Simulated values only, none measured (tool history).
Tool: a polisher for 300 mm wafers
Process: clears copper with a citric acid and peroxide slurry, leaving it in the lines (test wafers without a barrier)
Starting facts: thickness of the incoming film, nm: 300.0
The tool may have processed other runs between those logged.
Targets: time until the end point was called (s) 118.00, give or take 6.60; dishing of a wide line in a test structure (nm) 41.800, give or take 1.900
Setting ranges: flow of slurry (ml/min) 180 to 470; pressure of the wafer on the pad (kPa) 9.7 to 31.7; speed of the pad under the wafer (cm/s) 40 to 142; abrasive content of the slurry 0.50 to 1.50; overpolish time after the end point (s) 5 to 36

run,hour,flow of slurry (ml/min),pressure of the wafer on the pad (kPa),speed of the pad under the wafer (cm/s),abrasive content of the slurry,overpolish time after the end point (s),time until the end point was called (s),dishing of a wide line in a test structure (nm)
1,0.0,300,20.7,90,1.00,18,195.62,19.991
2,2.5,350,20.7,90,1.00,18,184.99,20.417
3,4.0,330,23.4,92,1.00,20,167.12,25.131
4,7.1,325,25.5,94,1.00,21,153.50,29.461
# hour 7.9: worn pad replaced by a new one
5,7.9,280,25.5,94,1.00,21,140.47,31.539
6,12.1,275,26.2,94,1.00,22,133.72,33.308
7,18.0,280,26.9,94,1.00,23,131.40,36.827
8,20.0,270,27.6,94,1.00,23,131.33,36.376

Which one of the following 4 next-run settings gets every result inside its allowed miss? There is exactly one.
A,22.0,240,27.6,104,0.95,25,?,?
B,22.0,280,26.9,84,0.95,34,?,?
C,22.0,265,28.3,98,0.95,20,?,?
D,22.0,215,31.0,96,1.05,17,?,?

move,time until the end point was called (s),dishing of a wide line in a test structure (nm)
A,116.82,40.581
B,145.44,43.489
C,119.73,33.125
D,110.39,31.036
A: all results in spec
B: puts the biggest miss on target and leaves a different result outside tolerance
C: moves away from the targets compared with the last run
D: moves away from the targets compared with the last run
A is the move that brings every result within its allowed miss.
